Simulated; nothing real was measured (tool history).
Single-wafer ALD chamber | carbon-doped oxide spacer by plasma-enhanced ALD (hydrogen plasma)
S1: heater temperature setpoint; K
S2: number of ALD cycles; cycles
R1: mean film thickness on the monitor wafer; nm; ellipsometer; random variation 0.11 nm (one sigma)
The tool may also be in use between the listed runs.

{"run": 1, "hour": 0.0, "S1": 668.15, "S2": 533, "R1": 26.959}
{"run": 2, "hour": 8.4, "S1": 668.15, "S2": 497, "R1": 25.062}
{"run": 3, "hour": 16.1, "S1": 668.15, "S2": 471, "R1": 24.05}
{"run": 4, "hour": 18.4, "S1": 663.15, "S2": 471, "R1": 23.909}
{"run": 5, "hour": 24.5, "S1": 663.15, "S2": 449, "R1": 22.707}
{"run": 6, "hour": 33.5, "S1": 663.15, "S2": 434, "R1": 21.805}
{"run": 7, "hour": 42.3, "S1": 663.15, "S2": 424, "R1": 21.244}
{"run": 8, "hour": 45.3, "S1": 663.15, "S2": 417, "R1": 21.27}

Forecast run 9:
{"run": 9, "hour": 55.3, "S1": 663.15, "S2": 409, "R1": "?"}

R1: 20.567 nm

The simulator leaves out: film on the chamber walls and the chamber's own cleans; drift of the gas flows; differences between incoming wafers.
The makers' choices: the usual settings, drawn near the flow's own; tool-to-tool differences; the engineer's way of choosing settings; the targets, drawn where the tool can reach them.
